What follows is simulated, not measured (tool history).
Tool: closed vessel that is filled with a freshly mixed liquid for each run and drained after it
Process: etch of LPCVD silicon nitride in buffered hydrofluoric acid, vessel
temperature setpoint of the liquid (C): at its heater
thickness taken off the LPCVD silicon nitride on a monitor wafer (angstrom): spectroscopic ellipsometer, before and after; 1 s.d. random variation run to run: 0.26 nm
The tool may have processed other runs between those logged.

run    day  temperature setpoint of the liquid (C)  parts of 40 % ammonium fluoride to one part of 49 % hydrofluoric acid (parts by volume)  time in the liquid (s)  thickness taken off the LPCVD silicon nitride on a monitor wafer (angstrom)
  1      0                                      22                                                                                       11                    2820                                                                       337.22
  2  0.204                                      22                                                                                      8.5                    2820                                                                       421.83
  3  0.325                                      24                                                                                      8.5                    2820                                                                       465.13
  4  0.488                                      24                                                                                      7.5                    2820                                                                       543.23
  5  0.671                                      24                                                                                      9.5                    2820                                                                       423.02
  6  0.908                                    22.5                                                                                      9.5                    2820                                                                       389.19
  7  1.058                                    21.5                                                                                      9.5                    2820                                                                       370.14
  8  1.404                                    20.5                                                                                      9.5                    2820                                                                       346.35

Run 9 has not been measured yet. What should we expect?
  9  1.625                                      20                                                                                      9.5                    2820                                                                            ?

{"run 9": {"thickness taken off the LPCVD silicon nitride on a monitor wafer (angstrom)": 340.55}}

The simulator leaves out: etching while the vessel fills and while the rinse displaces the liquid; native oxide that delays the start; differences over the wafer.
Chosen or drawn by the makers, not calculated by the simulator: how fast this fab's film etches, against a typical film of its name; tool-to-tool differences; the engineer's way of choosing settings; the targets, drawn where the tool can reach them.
